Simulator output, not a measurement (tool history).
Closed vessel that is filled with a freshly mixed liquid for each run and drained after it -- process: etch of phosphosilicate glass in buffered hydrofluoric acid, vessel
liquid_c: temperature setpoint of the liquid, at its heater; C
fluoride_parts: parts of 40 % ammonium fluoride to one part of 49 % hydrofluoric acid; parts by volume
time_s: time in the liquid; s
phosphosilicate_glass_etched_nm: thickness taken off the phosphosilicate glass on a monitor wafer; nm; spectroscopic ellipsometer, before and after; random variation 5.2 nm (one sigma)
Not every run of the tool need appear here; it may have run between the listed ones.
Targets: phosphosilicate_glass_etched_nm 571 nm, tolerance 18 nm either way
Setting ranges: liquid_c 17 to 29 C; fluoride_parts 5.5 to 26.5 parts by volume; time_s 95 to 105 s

run    day  liquid_c  fluoride_parts  time_s  phosphosilicate_glass_etched_nm
  1      0        21              16      95                           291.01
  2  0.229        21            13.5      95                           343.36
  3  0.329        23              13      95                           397.85
  4  0.542      24.5              13      95                           436.26
  5    0.7      22.5              13      95                           389.12
  6  1.025        20              13      95                           334.81
     1.092  -- thermometer replaced
  7  1.092      22.5              13      95                           356.46
  8  1.462      26.5               8      95                           692.93

Which one of the following 5 next-run settings gets every result inside its allowed miss? There is exactly one.
  A  1.833      27.5               8     105                                ?
  B  1.833      26.5               6      95                                ?
  C  1.833      27.5              11     105                                ?
  D  1.833        27             9.5      95                                ?
  E  1.833        23               8      95                                ?

move  phosphosilicate_glass_etched_nm
   A                           807.59
   B                           914.34
   C                           606.38
   D                           605.29
   E                           572.97
A: moves away from the targets compared with the last run
B: moves away from the targets compared with the last run
C: an improvement on the last run, though not all results are within tolerance
D: an improvement on the last run, though not all results are within tolerance
E: all results in spec
Move E is the one to make.
